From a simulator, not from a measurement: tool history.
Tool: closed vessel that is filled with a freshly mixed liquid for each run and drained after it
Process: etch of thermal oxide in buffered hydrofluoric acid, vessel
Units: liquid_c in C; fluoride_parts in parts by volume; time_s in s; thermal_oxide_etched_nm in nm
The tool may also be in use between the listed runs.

Run 1, hour 0.0: liquid_c 23.0 C, fluoride_parts 8.0 parts by volume, time_s 100 s. Result: thermal_oxide_etched_nm 119.610 nm.
Run 2, hour 8.6: liquid_c 26.5 C, fluoride_parts 8.0 parts by volume, time_s 100 s. Result: thermal_oxide_etched_nm 144.140 nm.
Run 3, hour 12.2: liquid_c 23.5 C, fluoride_parts 8.0 parts by volume, time_s 100 s. Result: thermal_oxide_etched_nm 123.750 nm.
Run 4, hour 12.7: liquid_c 23.5 C, fluoride_parts 8.0 parts by volume, time_s 100 s. Result: thermal_oxide_etched_nm 122.560 nm.
Run 5, hour 18.1: liquid_c 21.5 C, fluoride_parts 8.0 parts by volume, time_s 100 s. Result: thermal_oxide_etched_nm 109.730 nm.
Run 6, hour 24.3: liquid_c 21.5 C, fluoride_parts 7.0 parts by volume, time_s 100 s. Result: thermal_oxide_etched_nm 127.500 nm.
Run 7, hour 32.4: liquid_c 20.0 C, fluoride_parts 7.5 parts by volume, time_s 100 s. Result: thermal_oxide_etched_nm 108.850 nm.

Forecast run 8:
Run 8, hour 33.2: liquid_c 19.0 C, fluoride_parts 8.0 parts by volume, time_s 100 s. Result: thermal_oxide_etched_nm ?.

thermal_oxide_etched_nm: 97.265 nm
